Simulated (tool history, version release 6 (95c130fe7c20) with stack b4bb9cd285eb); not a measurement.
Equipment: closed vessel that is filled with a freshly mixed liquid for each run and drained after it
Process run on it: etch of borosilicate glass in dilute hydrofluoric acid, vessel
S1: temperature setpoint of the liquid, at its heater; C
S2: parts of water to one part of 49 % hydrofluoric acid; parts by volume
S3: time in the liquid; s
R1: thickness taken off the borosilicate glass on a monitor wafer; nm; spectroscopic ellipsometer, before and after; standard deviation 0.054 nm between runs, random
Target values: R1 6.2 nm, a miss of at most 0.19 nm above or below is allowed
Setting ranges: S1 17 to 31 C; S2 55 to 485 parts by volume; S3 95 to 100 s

| run | day | S1 | S2 | S3 | R1 |
|---|---|---|---|---|---|
| 1 | 0 | 23 | 270 | 95 | 10.706 |
| 2 | 0.175 | 22 | 280 | 95 | 9.68 |
| 3 | 0.317 | 21.5 | 290 | 95 | 9.2167 |
| 4 | 0.438 | 21.5 | 225 | 95 | 12.74 |
| 5 | 0.721 | 21 | 245 | 95 | 11.379 |
| 6 | 0.762 | 21 | 245 | 100 | 11.775 |
| 7 | 1.033 | 20.5 | 260 | 100 | 10.808 |
| 8 | 1.238 | 20 | 275 | 100 | 9.8835 |
| 9 | 1.312 | 19.5 | 285 | 100 | 9.3197 |
| 10 | 1.488 | 19 | 295 | 100 | 8.8192 |
|  | 1.508 | thermometer replaced |
| 11 | 1.508 | 18.5 | 305 | 100 | 7.691 |
| 12 | 1.804 | 18.5 | 310 | 100 | 7.552 |
| 13 | 1.838 | 18.5 | 310 | 100 | 7.4806 |

Exercise: of the 4 proposed moves below, exactly one satisfies all targets within the stated allowed misses. Which move is it?
| A | 1.871 | 19.5 | 360 | 95 | ? |
| B | 1.871 | 18 | 250 | 100 | ? |
| C | 1.871 | 18.5 | 285 | 100 | ? |
| D | 1.871 | 20 | 290 | 100 | ? |

| move | R1 |
|---|---|
| A | 6.1243 |
| B | 9.6594 |
| C | 8.3726 |
| D | 8.6605 |
A: every result lands within tolerance
B: moves away from the targets compared with the last run
C: moves away from the targets compared with the last run
D: moves away from the targets compared with the last run
So the answer is move A, the one that meets all the targets.

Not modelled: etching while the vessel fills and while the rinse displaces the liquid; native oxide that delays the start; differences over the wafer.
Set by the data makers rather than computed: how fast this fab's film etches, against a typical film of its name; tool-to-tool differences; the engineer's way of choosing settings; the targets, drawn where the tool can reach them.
